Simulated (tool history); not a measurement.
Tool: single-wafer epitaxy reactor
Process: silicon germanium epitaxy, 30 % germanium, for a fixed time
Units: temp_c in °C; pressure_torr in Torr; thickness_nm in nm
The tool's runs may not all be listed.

{"run": 1, "hour": 0.0, "temp_c": 585, "pressure_torr": 21.1, "thickness_nm": 44.029}
{"run": 2, "hour": 4.2, "temp_c": 589, "pressure_torr": 21.2, "thickness_nm": 48.085}
{"run": 3, "hour": 10.2, "temp_c": 589, "pressure_torr": 23.8, "thickness_nm": 50.782}
{"run": 4, "hour": 17.0, "temp_c": 591, "pressure_torr": 23.8, "thickness_nm": 53.069}
{"run": 5, "hour": 20.5, "temp_c": 591, "pressure_torr": 20.4, "thickness_nm": 49.015}
{"run": 6, "hour": 27.6, "temp_c": 591, "pressure_torr": 17.9, "thickness_nm": 46.475}

Run 7 comes next. What will it give?
{"run": 7, "hour": 36.0, "temp_c": 594, "pressure_torr": 18, "thickness_nm": "?"}

Run 7 gave thickness_nm 49.331 nm.
